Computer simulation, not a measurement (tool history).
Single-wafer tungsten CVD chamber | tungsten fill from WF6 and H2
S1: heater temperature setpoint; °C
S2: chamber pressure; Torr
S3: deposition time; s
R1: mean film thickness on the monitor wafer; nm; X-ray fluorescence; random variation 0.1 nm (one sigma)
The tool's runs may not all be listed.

| run | day | S1 | S2 | S3 | R1 |
|---|---|---|---|---|---|
| 1 | 0.000 | 370 | 51.1 | 26.5 | 56.622 |
| 2 | 0.125 | 368 | 51.1 | 26.5 | 54.567 |
| 3 | 0.488 | 357 | 51.1 | 26.5 | 44.195 |
| 4 | 0.579 | 352 | 51.1 | 26.5 | 40.235 |
| 5 | 0.783 | 352 | 43.2 | 26.5 | 36.865 |
| 6 | 0.808 | 352 | 38.6 | 26.5 | 35.018 |
| 7 | 0.838 | 352 | 38.6 | 26.5 | 34.920 |

Forecast run 8:
| 8 | 0.867 | 355 | 38.7 | 26.5 | ? |

Run 8 gave R1 37.207 nm.
